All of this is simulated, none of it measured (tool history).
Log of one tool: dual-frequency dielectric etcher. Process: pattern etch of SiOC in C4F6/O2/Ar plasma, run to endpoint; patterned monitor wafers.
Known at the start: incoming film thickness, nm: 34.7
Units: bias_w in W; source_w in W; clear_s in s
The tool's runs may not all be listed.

run 1 hour=0 | bias_w=549 source_w=420 | clear_s=10.077
run 2 hour=3.2 | bias_w=586 source_w=420 | clear_s=9.988
run 3 hour=6 | bias_w=586 source_w=490 | clear_s=9.5486
run 4 hour=8 | bias_w=678 source_w=490 | clear_s=9.0051
run 5 hour=14.1 | bias_w=678 source_w=530 | clear_s=8.8489
run 6 hour=20.7 | bias_w=610 source_w=520 | clear_s=9.1382
run 7 hour=26.5 | bias_w=557 source_w=500 | clear_s=9.4875
run 8 hour=28.7 | bias_w=515 source_w=480 | clear_s=9.8601
run 9 hour=34.6 | bias_w=405 source_w=460 | clear_s=10.608
run 10 hour=42.9 | bias_w=395 source_w=460 | clear_s=10.672
run 11 hour=50.1 | bias_w=388 source_w=460 | clear_s=10.655
run 12 hour=53.4 | bias_w=388 source_w=460 | clear_s=10.618

The next listed run, before its measurement:
run 13 hour=60.2 | bias_w=378 source_w=460 | clear_s=?

{"run 13": {"clear_s": 10.685}}

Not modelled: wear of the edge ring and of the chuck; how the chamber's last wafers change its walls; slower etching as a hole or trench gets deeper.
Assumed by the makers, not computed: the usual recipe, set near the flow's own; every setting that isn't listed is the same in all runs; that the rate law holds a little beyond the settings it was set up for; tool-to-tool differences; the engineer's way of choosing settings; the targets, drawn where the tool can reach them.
